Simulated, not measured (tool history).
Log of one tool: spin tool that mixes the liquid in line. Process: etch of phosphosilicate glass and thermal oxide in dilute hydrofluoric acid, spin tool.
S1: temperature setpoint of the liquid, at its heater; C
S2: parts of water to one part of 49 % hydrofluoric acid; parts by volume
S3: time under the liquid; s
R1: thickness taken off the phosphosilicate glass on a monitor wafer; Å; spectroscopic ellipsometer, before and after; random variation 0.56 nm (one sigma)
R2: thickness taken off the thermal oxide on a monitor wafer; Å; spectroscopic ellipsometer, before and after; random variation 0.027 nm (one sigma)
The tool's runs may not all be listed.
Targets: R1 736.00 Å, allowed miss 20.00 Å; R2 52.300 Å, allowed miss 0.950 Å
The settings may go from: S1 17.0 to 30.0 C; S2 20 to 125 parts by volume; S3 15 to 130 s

run	day	S1	S2	S3	R1	R2
1	0.000	22.0	70	65	546.83	38.399
2	0.104	23.0	70	65	567.40	40.269
3	0.442	23.5	70	65	575.54	41.025
4	0.617	24.0	70	65	593.83	41.992
5	0.662	24.5	70	65	607.15	42.716
6	0.808	25.0	70	65	607.81	43.601
7	1.038	25.5	70	65	632.15	44.460
8	1.300	26.0	70	65	644.55	45.542
9	1.567	26.5	70	65	650.36	45.815
10	1.629	27.0	70	65	658.79	47.455

4 next moves are on the table. One of them brings every result within its allowed miss. Which?
A	1.692	22.5	65	75	?	?
B	1.692	26.5	70	70	?	?
C	1.692	29.0	70	55	?	?
D	1.692	26.0	75	80	?	?

move	R1	R2
A	690.41	49.332
B	698.78	49.930
C	605.66	43.276
D	725.80	51.860
A: nearer than the last run, and not there yet
B: nearer than the last run, and not there yet
C: further off than the last run
D: meets every target
Answer: D

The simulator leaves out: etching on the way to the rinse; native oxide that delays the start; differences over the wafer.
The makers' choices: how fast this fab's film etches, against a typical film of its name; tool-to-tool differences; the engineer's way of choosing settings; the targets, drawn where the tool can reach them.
